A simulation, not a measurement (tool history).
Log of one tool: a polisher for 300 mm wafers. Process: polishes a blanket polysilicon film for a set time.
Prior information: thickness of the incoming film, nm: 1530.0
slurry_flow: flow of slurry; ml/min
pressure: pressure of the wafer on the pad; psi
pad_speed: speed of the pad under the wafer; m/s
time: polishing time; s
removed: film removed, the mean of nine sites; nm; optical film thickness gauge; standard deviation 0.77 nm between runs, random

{"run": 1, "hour": 0.0, "slurry_flow": 270, "pressure": 2.7, "pad_speed": 0.88, "time": 27, "removed": 187.58}
{"run": 2, "hour": 0.8, "slurry_flow": 230, "pressure": 2.7, "pad_speed": 0.88, "time": 27, "removed": 180}
{"run": 3, "hour": 1.7, "slurry_flow": 190, "pressure": 2.7, "pad_speed": 0.88, "time": 27, "removed": 175.62}
{"run": 4, "hour": 10.4, "slurry_flow": 190, "pressure": 2.2, "pad_speed": 0.88, "time": 27, "removed": 144.68}
{"run": 5, "hour": 14.6, "slurry_flow": 230, "pressure": 2.2, "pad_speed": 0.88, "time": 27, "removed": 148.21}
{"run": 6, "hour": 20.6, "slurry_flow": 270, "pressure": 2.2, "pad_speed": 0.88, "time": 27, "removed": 150.65}
{"run": 7, "hour": 21.9, "slurry_flow": 265, "pressure": 2.1, "pad_speed": 0.86, "time": 27, "removed": 141.01}
{"run": 8, "hour": 25.4, "slurry_flow": 260, "pressure": 2, "pad_speed": 0.84, "time": 27, "removed": 132.39}
{"run": 9, "hour": 27.1, "slurry_flow": 255, "pressure": 1.9, "pad_speed": 0.82, "time": 27, "removed": 122.23}
{"run": 10, "hour": 30.0, "slurry_flow": 250, "pressure": 1.8, "pad_speed": 0.8, "time": 27, "removed": 113.01}
{"run": 11, "hour": 31.0, "slurry_flow": 235, "pressure": 1.3, "pad_speed": 0.68, "time": 27, "removed": 70.496}
{"run": 12, "hour": 34.7, "slurry_flow": 235, "pressure": 1.3, "pad_speed": 0.68, "time": 27, "removed": 69.893}
{"run": 13, "hour": 35.6, "slurry_flow": 235, "pressure": 1.3, "pad_speed": 0.68, "time": 27, "removed": 71.669}
{"run": 14, "hour": 41.2, "slurry_flow": 245, "pressure": 1.3, "pad_speed": 0.68, "time": 27, "removed": 71.919}

Run 15 comes next. What will it give?
{"run": 15, "hour": 43.9, "slurry_flow": 255, "pressure": 1.3, "pad_speed": 0.68, "time": 27, "removed": "?"}

Run 15 yielded removed 70.55 nm.
